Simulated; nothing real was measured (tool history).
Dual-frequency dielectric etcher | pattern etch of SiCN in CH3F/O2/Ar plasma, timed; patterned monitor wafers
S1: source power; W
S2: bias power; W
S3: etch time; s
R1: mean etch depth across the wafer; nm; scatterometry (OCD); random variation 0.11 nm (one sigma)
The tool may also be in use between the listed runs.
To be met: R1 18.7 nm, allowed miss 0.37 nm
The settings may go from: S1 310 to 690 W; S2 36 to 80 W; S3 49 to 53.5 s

| run | hour | S1 | S2 | S3 | R1 |
|---|---|---|---|---|---|
| 1 | 0 | 500 | 58 | 53.5 | 20.766 |
| 2 | 7 | 480 | 58 | 53.5 | 20.493 |
| 3 | 8.8 | 470 | 58 | 53.5 | 20.381 |
| 4 | 11.3 | 470 | 53 | 53.5 | 19.904 |
| 5 | 17.5 | 460 | 53 | 53.5 | 19.843 |
| 6 | 25.7 | 450 | 53 | 53.5 | 19.55 |
| 7 | 28.9 | 440 | 53 | 53.5 | 19.491 |
| 8 | 31.9 | 430 | 53 | 53.5 | 19.281 |

4 next moves are on the table. One of them brings every result within its allowed miss. Which?
| A | 34.9 | 430 | 53 | 50 | ? |
| B | 34.9 | 410 | 56 | 51 | ? |
| C | 34.9 | 410 | 51 | 50 | ? |
| D | 34.9 | 460 | 50 | 50 | ? |

| move | R1 |
|---|---|
| A | 18.2 |
| B | 18.698 |
| C | 17.764 |
| D | 18.148 |
A: takes the result that was furthest off past its target
B: meets every target
C: takes the result that was furthest off past its target
D: takes the result that was furthest off past its target
Answer: B
